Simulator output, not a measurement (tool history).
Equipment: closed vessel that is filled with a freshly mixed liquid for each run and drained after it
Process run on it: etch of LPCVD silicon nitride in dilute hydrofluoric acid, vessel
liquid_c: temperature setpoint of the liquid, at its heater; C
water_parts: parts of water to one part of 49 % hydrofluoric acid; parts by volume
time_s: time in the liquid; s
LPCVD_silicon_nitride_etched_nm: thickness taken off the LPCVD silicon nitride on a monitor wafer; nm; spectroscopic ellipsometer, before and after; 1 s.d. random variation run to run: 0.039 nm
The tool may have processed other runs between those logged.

| run | day | liquid_c | water_parts | time_s | LPCVD_silicon_nitride_etched_nm |
|---|---|---|---|---|---|
| 1 | 0.000 | 21.0 | 115 | 965 | 3.4362 |
| 2 | 0.400 | 21.0 | 115 | 965 | 3.4358 |
| 3 | 0.696 | 22.5 | 115 | 965 | 3.7486 |
| 4 | 0.812 | 23.5 | 115 | 965 | 4.0512 |
| 5 | 1.117 | 24.5 | 115 | 965 | 4.3435 |
| 6 | 1.442 | 25.0 | 115 | 965 | 4.4690 |

Run 7 has not been measured yet. What should we expect?
| 7 | 1.512 | 25.5 | 115 | 965 | ? |

LPCVD_silicon_nitride_etched_nm: 4.6369 nm

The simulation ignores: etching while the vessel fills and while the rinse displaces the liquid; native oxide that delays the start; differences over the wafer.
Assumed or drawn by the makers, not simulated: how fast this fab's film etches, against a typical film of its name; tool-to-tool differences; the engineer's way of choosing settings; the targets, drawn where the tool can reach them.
